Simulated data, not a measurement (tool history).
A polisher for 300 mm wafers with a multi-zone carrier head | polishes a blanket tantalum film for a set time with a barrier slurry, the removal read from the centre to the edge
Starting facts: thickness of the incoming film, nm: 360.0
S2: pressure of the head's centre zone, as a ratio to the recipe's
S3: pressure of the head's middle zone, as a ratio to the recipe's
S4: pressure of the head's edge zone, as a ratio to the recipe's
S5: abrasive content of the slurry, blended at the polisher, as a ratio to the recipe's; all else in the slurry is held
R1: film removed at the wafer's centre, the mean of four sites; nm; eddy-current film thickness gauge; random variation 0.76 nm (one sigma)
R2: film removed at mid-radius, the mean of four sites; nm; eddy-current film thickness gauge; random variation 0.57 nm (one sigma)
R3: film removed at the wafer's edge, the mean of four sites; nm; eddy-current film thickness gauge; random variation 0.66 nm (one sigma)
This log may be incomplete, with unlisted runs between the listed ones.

{"run": 1, "hour": 0.0, "flow of slurry (ml/min)": 145, "S2": 1.0, "S3": 1.0, "S4": 1.0, "S5": 1.0, "polishing time (s)": 44, "R1": 113.04, "R2": 111.85, "R3": 109.26}
{"run": 2, "hour": 5.3, "flow of slurry (ml/min)": 145, "S2": 1.0, "S3": 1.0, "S4": 1.0, "S5": 0.9, "polishing time (s)": 44, "R1": 109.06, "R2": 107.26, "R3": 105.96}
{"run": 3, "hour": 9.2, "flow of slurry (ml/min)": 145, "S2": 1.0, "S3": 1.0, "S4": 0.98, "S5": 0.85, "polishing time (s)": 43, "R1": 103.54, "R2": 102.86, "R3": 99.365}
{"run": 4, "hour": 17.0, "flow of slurry (ml/min)": 140, "S2": 1.0, "S3": 1.0, "S4": 0.96, "S5": 0.8, "polishing time (s)": 43, "R1": 99.898, "R2": 97.24, "R3": 94.385}
{"run": 5, "hour": 19.4, "flow of slurry (ml/min)": 135, "S2": 1.0, "S3": 1.0, "S4": 0.94, "S5": 0.8, "polishing time (s)": 43, "R1": 97.875, "R2": 96.966, "R3": 94.168}
{"run": 6, "hour": 23.8, "flow of slurry (ml/min)": 135, "S2": 1.0, "S3": 1.0, "S4": 0.94, "S5": 0.8, "polishing time (s)": 36, "R1": 82.825, "R2": 82.626, "R3": 79.464}
{"run": 7, "hour": 25.1, "flow of slurry (ml/min)": 135, "S2": 1.01, "S3": 1.0, "S4": 0.93, "S5": 0.8, "polishing time (s)": 36, "R1": 83.056, "R2": 81.25, "R3": 78.493}

Expected results for the next run?
{"run": 8, "hour": 31.3, "flow of slurry (ml/min)": 135, "S2": 1.01, "S3": 1.01, "S4": 0.92, "S5": 0.8, "polishing time (s)": 36, "R1": "?", "R2": "?", "R3": "?"}

For run 8 the tool returned R1 83.494 nm, R2 83.599 nm, R3 77.329 nm.

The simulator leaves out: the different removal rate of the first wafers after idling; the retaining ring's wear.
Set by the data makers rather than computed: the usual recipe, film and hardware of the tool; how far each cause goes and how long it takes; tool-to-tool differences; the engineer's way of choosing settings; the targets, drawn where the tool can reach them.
